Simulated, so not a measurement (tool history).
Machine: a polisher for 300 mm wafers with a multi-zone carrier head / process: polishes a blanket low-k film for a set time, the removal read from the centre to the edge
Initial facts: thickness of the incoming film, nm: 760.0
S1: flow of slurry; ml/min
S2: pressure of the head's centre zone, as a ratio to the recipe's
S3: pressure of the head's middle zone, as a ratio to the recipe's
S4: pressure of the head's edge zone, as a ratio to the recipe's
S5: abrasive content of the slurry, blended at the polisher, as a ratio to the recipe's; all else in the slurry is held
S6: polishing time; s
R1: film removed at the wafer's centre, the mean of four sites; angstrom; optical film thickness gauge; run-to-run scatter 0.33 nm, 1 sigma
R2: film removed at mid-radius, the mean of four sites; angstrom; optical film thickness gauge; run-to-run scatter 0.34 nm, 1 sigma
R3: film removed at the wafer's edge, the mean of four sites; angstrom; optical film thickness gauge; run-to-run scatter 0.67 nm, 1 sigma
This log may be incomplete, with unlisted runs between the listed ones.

run	day	S1	S2	S3	S4	S5	S6	R1	R2	R3
1	0.000	250	1.00	1.00	1.00	1.00	81	438.82	419.08	430.90
2	0.079	265	0.99	1.00	1.05	1.05	81	442.33	436.27	463.29
3	0.162	285	1.00	1.00	1.08	1.05	81	455.59	436.93	459.18
4	0.454	285	1.00	0.96	1.08	1.05	81	451.69	423.78	464.83
5	0.817	285	1.00	0.96	1.04	1.05	81	453.39	428.04	457.24
6	1.100	285	1.00	1.01	1.04	1.05	81	454.96	438.87	456.51

Run 7 is up next; what results do you expect?
7	1.371	290	0.99	1.00	1.08	1.10	81	?	?	?

Logged for run 7: R1 459.85 angstrom, R2 448.29 angstrom, R3 467.14 angstrom.

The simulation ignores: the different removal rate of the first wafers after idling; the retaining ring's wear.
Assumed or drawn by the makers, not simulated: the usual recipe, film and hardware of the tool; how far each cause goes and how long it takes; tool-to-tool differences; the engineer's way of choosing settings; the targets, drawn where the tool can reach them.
